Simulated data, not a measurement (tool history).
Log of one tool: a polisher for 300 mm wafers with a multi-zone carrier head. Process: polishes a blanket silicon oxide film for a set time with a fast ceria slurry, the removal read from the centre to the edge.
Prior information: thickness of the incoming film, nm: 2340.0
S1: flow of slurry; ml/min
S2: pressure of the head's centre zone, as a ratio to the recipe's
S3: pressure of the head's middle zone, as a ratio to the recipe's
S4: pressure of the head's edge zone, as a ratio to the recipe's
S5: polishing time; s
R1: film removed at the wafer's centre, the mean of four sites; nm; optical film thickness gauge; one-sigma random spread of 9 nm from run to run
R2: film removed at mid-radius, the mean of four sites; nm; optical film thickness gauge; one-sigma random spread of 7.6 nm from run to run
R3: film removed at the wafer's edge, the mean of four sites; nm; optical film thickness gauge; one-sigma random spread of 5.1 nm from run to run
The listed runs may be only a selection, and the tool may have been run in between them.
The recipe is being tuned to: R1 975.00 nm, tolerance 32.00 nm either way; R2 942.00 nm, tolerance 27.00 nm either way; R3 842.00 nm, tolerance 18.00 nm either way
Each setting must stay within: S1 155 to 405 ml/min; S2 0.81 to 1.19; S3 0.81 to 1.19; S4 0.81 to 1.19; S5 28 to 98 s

run 1 hour=0.0 | S1=260 S2=1.00 S3=1.00 S4=1.00 S5=63 | R1=736.72 R2=736.59 R3=730.76
run 2 hour=2.4 | S1=230 S2=1.00 S3=1.00 S4=1.00 S5=63 | R1=724.24 R2=733.44 R3=722.23
run 3 hour=9.3 | S1=230 S2=1.00 S3=1.00 S4=1.00 S5=48 | R1=557.18 R2=554.07 R3=546.39
run 4 hour=16.4 | S1=245 S2=1.03 S3=1.03 S4=1.02 S5=51 | R1=612.18 R2=606.04 R3=589.49
run 5 hour=19.6 | S1=245 S2=1.03 S3=1.03 S4=1.08 S5=51 | R1=616.05 R2=606.75 R3=609.07
run 6 hour=25.8 | S1=260 S2=1.05 S3=1.06 S4=1.09 S5=53 | R1=659.28 R2=640.25 R3=638.99
run 7 hour=32.1 | S1=270 S2=1.06 S3=1.08 S4=1.08 S5=55 | R1=686.92 R2=701.67 R3=655.07
run 8 hour=37.5 | S1=315 S2=1.16 S3=1.11 S4=1.18 S5=70 | R1=964.36 R2=911.27 R3=892.59
run 9 hour=43.2 | S1=315 S2=1.16 S3=1.12 S4=1.17 S5=70 | R1=983.41 R2=928.34 R3=883.02

Pick the move, out of 4, that brings all results within their allowed miss; only one does.
run A hour=48.9 | S1=365 S2=1.08 S3=1.04 S4=1.19 S5=74 | R1=? R2=? R3=?
run B hour=48.9 | S1=325 S2=1.16 S3=1.09 S4=1.18 S5=73 | R1=? R2=? R3=?
run C hour=48.9 | S1=330 S2=1.14 S3=1.15 S4=1.18 S5=72 | R1=? R2=? R3=?
run D hour=48.9 | S1=330 S2=1.18 S3=1.18 S4=1.12 S5=68 | R1=? R2=? R3=?

move=A R1=974.69 R2=925.46 R3=958.36
move=B R1=1021.90 R2=940.05 R3=933.12
move=C R1=992.40 R2=972.33 R3=920.62
move=D R1=970.58 R2=938.84 R3=846.01
A: further off than the last run
B: further off than the last run
C: further off than the last run
D: each result inside its tolerance
D is the move that brings every result within its allowed miss.

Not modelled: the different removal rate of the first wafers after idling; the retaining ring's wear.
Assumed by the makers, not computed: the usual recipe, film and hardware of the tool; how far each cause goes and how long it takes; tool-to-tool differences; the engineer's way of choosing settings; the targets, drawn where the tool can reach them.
